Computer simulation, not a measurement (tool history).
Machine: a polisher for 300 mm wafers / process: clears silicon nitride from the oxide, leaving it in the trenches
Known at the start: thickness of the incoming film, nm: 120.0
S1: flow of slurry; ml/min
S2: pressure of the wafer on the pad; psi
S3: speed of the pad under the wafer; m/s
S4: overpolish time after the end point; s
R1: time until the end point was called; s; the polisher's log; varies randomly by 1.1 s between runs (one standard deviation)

run  hour   S1   S2   S3  S4      R1
  1     0  200  2.1  1.3  20  153.86
  2   8.2  200  2.2  1.3  20  146.97
  3  17.1  200  2.2  1.3  22  148.34
  4  25.3  250  2.2  1.3  22  144.27
  5  26.8  250  2.3  1.3  22  137.15
  6  33.7  250  2.3  1.3  22  136.87
  7  37.8  250  2.4  1.3  22  132.13

Run 8 comes next. What will it give?
  8  43.9  250  2.5  1.3  22   ?

{"run 8": {"R1": 124.93}}

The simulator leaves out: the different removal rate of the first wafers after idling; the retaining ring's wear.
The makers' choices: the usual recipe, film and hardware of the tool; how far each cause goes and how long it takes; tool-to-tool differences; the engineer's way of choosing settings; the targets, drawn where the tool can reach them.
